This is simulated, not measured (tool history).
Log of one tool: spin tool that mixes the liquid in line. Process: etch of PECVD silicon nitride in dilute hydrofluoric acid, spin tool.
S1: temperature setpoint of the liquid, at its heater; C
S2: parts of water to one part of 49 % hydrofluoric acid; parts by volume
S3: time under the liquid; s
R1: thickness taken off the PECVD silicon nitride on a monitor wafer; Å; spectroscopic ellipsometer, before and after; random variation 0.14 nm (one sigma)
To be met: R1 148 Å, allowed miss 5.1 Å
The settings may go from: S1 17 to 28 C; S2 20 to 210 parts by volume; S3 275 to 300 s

run  hour    S1   S2   S3      R1
  1     0    20  115  275  80.073
  2   6.6    22  110  275  93.624
  3   7.2    22  130  275  79.746
  4   9.4    22  175  275  60.542
  5  10.5    22  155  275  67.548
  6  16.6    22  155  300  73.565
  7  21.7  23.5  140  300  87.831
  8  24.6  24.5  125  300  108.68
  9  27.5  25.5  120  300  117.61
 10  31.1    28  105  300  158.78
 11  32.3    28  105  300  159.86
 12  35.1  27.5  105  300  154.31

Which of these 4 next moves meets every target?
  A  37.9  26.5   95  300   ?
  B  37.9    28  100  285   ?
  C  37.9    28  115  300   ?
  D  37.9  25.5   80  280   ?

move      R1
   A  162.15
   B  161.18
   C  147.52
   D  168.12
A: further off than the last run
B: further off than the last run
C: meets every target
D: further off than the last run
Move C is the one to make.

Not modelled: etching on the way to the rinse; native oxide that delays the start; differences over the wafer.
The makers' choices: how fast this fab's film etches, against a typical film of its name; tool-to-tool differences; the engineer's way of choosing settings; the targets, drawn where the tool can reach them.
